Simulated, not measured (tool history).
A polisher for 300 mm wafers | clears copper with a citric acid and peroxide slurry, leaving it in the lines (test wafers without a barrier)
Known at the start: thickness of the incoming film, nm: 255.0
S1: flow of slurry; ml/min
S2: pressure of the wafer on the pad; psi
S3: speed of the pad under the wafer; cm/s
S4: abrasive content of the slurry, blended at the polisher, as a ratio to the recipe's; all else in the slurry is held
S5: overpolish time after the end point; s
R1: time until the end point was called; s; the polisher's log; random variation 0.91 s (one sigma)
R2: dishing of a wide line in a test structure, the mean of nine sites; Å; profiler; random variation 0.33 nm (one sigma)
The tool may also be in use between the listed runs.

run,hour,S1,S2,S3,S4,S5,R1,R2
1,0.0,125,3.4,106,1.0,13,100.780,228.89
2,8.4,125,3.8,106,1.0,13,92.113,248.05
3,17.3,125,3.8,106,1.0,7,91.736,142.52
4,24.7,125,3.8,106,1.2,7,89.178,149.19
5,28.3,130,3.9,106,1.2,7,83.629,150.76
6,29.4,135,3.9,106,1.2,7,82.698,147.38

Run 7 comes next. What will it give?
7,36.9,160,4.4,106,1.2,6,?,?

R1: 75.208 s
R2: 144.54 Å

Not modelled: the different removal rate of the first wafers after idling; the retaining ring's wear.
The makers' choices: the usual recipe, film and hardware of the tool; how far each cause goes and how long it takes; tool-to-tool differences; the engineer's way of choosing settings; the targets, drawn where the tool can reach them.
